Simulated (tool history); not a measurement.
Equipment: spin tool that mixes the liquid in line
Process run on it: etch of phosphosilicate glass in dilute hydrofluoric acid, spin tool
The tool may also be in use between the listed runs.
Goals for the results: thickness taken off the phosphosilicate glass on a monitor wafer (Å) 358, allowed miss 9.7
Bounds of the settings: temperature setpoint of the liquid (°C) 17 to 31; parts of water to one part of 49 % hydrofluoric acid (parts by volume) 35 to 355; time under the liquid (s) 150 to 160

run	hour	temperature setpoint of the liquid (°C)	parts of water to one part of 49 % hydrofluoric acid (parts by volume)	time under the liquid (s)	thickness taken off the phosphosilicate glass on a monitor wafer (Å)
1	0	23	195	150	432.41
2	2.7	22.5	195	150	426.05
3	8.3	22.5	195	160	453.14
4	15	24	195	160	480.39
5	15.7	21	195	160	427.02
6	23.7	23	195	160	465.86
7	26.7	22.5	195	160	458.48
8	33.3	22	195	160	446.06
9	41.3	21.5	195	160	438
10	50.2	21	195	160	431.74
11	53.1	17	205	160	345.33

Which single option among these 4 for the next run brings every result within its allowed miss of target? Just one does.
A	56	17	205	150	?
B	56	18	220	160	?
C	56	17	200	160	?
D	56	17	205	155	?

move	thickness taken off the phosphosilicate glass on a monitor wafer (Å)
A	326.23
B	332.69
C	358.31
D	337.11
A: lands further from the targets than the last run did
B: lands further from the targets than the last run did
C: all results land within tolerance of their targets
D: lands further from the targets than the last run did
Correct choice: C, which meets every target

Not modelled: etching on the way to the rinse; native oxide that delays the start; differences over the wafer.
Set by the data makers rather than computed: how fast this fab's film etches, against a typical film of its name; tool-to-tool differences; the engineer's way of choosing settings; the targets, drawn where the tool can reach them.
